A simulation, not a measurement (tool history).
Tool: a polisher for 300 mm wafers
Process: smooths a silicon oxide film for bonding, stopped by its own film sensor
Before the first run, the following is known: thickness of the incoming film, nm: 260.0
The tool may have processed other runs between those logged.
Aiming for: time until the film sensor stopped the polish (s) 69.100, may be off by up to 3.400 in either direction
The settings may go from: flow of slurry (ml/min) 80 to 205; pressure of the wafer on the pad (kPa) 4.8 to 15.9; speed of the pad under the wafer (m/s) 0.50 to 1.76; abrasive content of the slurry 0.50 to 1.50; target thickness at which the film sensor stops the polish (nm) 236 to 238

| run | hour | flow of slurry (ml/min) | pressure of the wafer on the pad (kPa) | speed of the pad under the wafer (m/s) | abrasive content of the slurry | target thickness at which the film sensor stops the polish (nm) | time until the film sensor stopped the polish (s) |
|---|---|---|---|---|---|---|---|
| 1 | 0.0 | 135 | 10.3 | 1.12 | 1.00 | 236 | 51.081 |
| 2 | 4.5 | 135 | 10.3 | 1.00 | 1.00 | 236 | 54.098 |
| 3 | 6.3 | 145 | 10.3 | 1.00 | 1.00 | 236 | 52.585 |
| 4 | 9.5 | 135 | 9.7 | 1.00 | 1.00 | 236 | 58.071 |
| 5 | 13.4 | 115 | 9.7 | 1.00 | 1.00 | 236 | 61.782 |
| 6 | 15.4 | 115 | 11.7 | 1.00 | 1.00 | 236 | 51.743 |
| 7 | 23.8 | 115 | 11.7 | 1.00 | 1.00 | 236 | 53.210 |
| 8 | 25.9 | 110 | 11.0 | 0.98 | 1.00 | 236 | 56.577 |
| 9 | 27.2 | 105 | 10.3 | 0.98 | 1.00 | 236 | 57.299 |
| 10 | 31.5 | 105 | 9.7 | 0.96 | 1.00 | 236 | 63.818 |

Which single option among these 4 for the next run brings every result within its allowed miss of target? Just one does.
| A | 35.8 | 130 | 7.6 | 0.90 | 1.05 | 236 | ? |
| B | 35.8 | 80 | 9.7 | 0.80 | 1.05 | 236 | ? |
| C | 35.8 | 115 | 7.6 | 1.30 | 0.70 | 237 | ? |
| D | 35.8 | 95 | 10.3 | 0.62 | 1.25 | 236 | ? |

| move | time until the film sensor stopped the polish (s) |
|---|---|
| A | 74.642 |
| B | 77.907 |
| C | 69.616 |
| D | 78.699 |
A: moves the result that the last run missed by most past its target, out the other side
B: moves the result that the last run missed by most past its target, out the other side
C: all results land within tolerance of their targets
D: moves the result that the last run missed by most past its target, out the other side
C is the move that brings every result within its allowed miss.
